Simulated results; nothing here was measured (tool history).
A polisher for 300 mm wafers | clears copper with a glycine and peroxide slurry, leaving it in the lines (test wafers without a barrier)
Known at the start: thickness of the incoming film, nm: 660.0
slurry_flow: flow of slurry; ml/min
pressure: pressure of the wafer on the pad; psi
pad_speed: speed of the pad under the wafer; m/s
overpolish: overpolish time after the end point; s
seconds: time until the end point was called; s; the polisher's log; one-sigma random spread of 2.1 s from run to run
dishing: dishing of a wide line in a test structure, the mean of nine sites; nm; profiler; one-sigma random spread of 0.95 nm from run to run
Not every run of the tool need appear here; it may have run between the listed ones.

run	hour	slurry_flow	pressure	pad_speed	overpolish	seconds	dishing
1	0.0	295	2.8	0.82	19	120.86	62.533
2	5.1	295	2.8	0.90	19	110.64	66.685
3	9.1	295	2.7	0.90	18	116.46	61.418
4	11.5	295	2.7	0.90	23	112.70	71.410
5	19.0	295	2.7	1.06	23	101.48	80.113
6	23.3	295	2.6	1.06	22	104.42	78.289

Expected results for the next run?
7	29.5	295	2.6	1.04	20	?	?

{"run 7": {"seconds": 103.56, "dishing": 68.278}}

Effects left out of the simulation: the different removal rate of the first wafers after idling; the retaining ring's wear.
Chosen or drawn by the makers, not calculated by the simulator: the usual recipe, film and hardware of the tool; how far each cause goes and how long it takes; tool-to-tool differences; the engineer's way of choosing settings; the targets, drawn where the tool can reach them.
